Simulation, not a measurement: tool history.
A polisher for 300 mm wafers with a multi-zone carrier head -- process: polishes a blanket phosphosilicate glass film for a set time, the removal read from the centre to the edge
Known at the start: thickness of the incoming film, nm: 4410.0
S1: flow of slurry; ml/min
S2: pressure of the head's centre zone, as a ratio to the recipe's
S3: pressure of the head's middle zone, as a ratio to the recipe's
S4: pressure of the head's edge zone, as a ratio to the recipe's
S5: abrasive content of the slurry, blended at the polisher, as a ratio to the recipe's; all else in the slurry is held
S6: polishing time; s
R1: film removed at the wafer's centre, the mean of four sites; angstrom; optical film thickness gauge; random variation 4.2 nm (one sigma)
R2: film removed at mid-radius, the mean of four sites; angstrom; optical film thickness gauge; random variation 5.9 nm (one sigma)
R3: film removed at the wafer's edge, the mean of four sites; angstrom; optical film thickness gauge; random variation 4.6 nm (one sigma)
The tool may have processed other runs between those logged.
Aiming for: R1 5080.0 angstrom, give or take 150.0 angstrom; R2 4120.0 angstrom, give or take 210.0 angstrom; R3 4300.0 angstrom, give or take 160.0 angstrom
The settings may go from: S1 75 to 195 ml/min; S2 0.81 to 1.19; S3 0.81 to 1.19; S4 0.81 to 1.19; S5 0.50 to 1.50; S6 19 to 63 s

run	day	S1	S2	S3	S4	S5	S6	R1	R2	R3
1	0.000	125	1.00	1.00	1.00	1.00	41	5223.6	5213.4	5273.8
2	0.029	110	1.00	1.00	1.00	1.00	41	4997.2	5139.4	5117.1
3	0.404	110	1.02	0.98	0.98	0.95	41	4948.9	5002.6	5055.7
4	0.538	110	1.02	0.98	1.03	0.95	41	4970.6	4979.1	5047.6
5	0.667	110	1.02	0.90	1.03	0.95	41	5009.5	4517.8	5180.2
6	0.958	80	1.02	0.90	1.03	0.95	41	4470.0	4151.6	4879.1
7	1.125	85	1.05	0.90	1.02	0.90	41	4601.8	4266.8	4723.2
8	1.342	90	1.07	0.89	1.01	0.85	41	4625.5	4015.5	4598.0
9	1.667	120	1.14	0.97	0.91	0.80	41	5103.6	4704.8	4493.7
10	1.762	120	1.15	0.96	0.91	0.80	41	5152.1	4534.7	4459.2
11	2.075	120	1.15	0.95	0.91	0.80	41	5031.6	4497.1	4534.5
12	2.250	120	1.19	0.86	0.81	0.75	41	4990.4	4010.2	4123.6
13	2.400	120	1.19	0.86	0.82	0.75	41	5075.9	4055.7	4109.8
14	2.617	120	1.19	0.86	0.82	0.75	41	5023.4	4050.9	4155.9
15	2.775	120	1.19	0.86	0.83	0.75	41	5003.8	3877.1	4070.1
16	2.883	120	1.18	0.86	0.83	0.75	41	5038.6	4132.3	4131.9

Of the 4 settings listed for the next run, only one would bring every result within its allowed miss of target. Which one?
A	2.992	150	1.19	0.93	0.82	0.55	47	?	?	?
B	2.992	125	1.18	0.86	0.88	0.70	43	?	?	?
C	2.992	165	1.14	0.88	0.81	0.55	46	?	?	?
D	2.992	160	1.19	0.86	0.81	0.70	42	?	?	?

move	R1	R2	R3
A	5043.5	4250.1	4060.5
B	5155.7	4121.0	4388.1
C	4872.9	4043.3	4005.2
D	5363.2	4231.2	4279.9
A: misses by more than the last run did
B: each result inside its tolerance
C: misses by more than the last run did
D: brings the last run's worst result on target, with another outside its allowed miss
Go with B: it meets all targets.
